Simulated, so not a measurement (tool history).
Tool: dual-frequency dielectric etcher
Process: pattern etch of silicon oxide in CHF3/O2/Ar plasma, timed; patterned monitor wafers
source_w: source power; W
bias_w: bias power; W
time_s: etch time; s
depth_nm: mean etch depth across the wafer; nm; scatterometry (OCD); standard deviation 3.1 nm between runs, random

| run | hour | source_w | bias_w | time_s | depth_nm |
|---|---|---|---|---|---|
| 1 | 0 | 840 | 198 | 318 | 738.37 |
| 2 | 1.6 | 840 | 219 | 318 | 764.77 |
| 3 | 3.6 | 750 | 212 | 317 | 720.31 |
| 4 | 6.3 | 750 | 198 | 317 | 697.85 |
| 5 | 10.7 | 750 | 234 | 317 | 739.13 |
| 6 | 19.3 | 600 | 234 | 317 | 672.03 |
| 7 | 24.8 | 600 | 234 | 317 | 670.07 |

Predict the results of run 8:
| 8 | 32.7 | 580 | 233 | 317 | ? |

{"run 8": {"depth_nm": 661.1}}
